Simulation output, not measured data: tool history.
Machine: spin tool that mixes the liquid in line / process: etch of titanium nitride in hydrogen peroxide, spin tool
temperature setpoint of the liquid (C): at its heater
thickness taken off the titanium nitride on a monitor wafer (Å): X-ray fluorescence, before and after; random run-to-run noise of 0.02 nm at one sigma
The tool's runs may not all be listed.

run,hour,temperature setpoint of the liquid (C),concentration of hydrogen peroxide in the mixed liquid (% by weight),time under the liquid (s),thickness taken off the titanium nitride on a monitor wafer (Å)
1,0,47,25,85,19.603
2,8.3,47,29,85,20.383
3,13.7,47,29,65,15.41
4,21.9,47,30,65,15.366
5,25.3,48.5,30,65,17.601
6,28.3,49.5,30,65,18.711
7,36.3,50.5,30,65,20.056
8,37.6,51,30,65,20.758
9,39.1,51.5,30,65,21.792

What does the tool deliver on the next run?
10,43.1,52,30,65,?

{"run 10": {"thickness taken off the titanium nitride on a monitor wafer (Å)": 22.299}}
